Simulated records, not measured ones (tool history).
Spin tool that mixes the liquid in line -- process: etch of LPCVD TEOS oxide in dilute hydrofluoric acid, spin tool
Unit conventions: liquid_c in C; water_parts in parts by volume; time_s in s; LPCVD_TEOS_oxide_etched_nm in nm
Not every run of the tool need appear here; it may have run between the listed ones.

run	hour	liquid_c	water_parts	time_s	LPCVD_TEOS_oxide_etched_nm
1	0.0	21.0	45	15	9.5097
2	7.2	21.0	45	15	9.5420
3	14.3	21.0	55	15	7.6630
4	19.8	22.5	50	15	9.1668
5	21.2	23.5	45	15	10.5160
6	26.1	24.5	40	15	12.5590
7	28.0	25.5	40	15	13.0530
8	34.3	26.0	35	15	15.1890
9	38.8	26.5	35	15	15.5640
10	40.3	27.0	35	15	15.9180

What will run 11 give?
# hour 47.3: hydrofluoric acid flow meter replaced
11	47.3	29.0	25	15	?

{"run 11": {"LPCVD_TEOS_oxide_etched_nm": 27.623}}

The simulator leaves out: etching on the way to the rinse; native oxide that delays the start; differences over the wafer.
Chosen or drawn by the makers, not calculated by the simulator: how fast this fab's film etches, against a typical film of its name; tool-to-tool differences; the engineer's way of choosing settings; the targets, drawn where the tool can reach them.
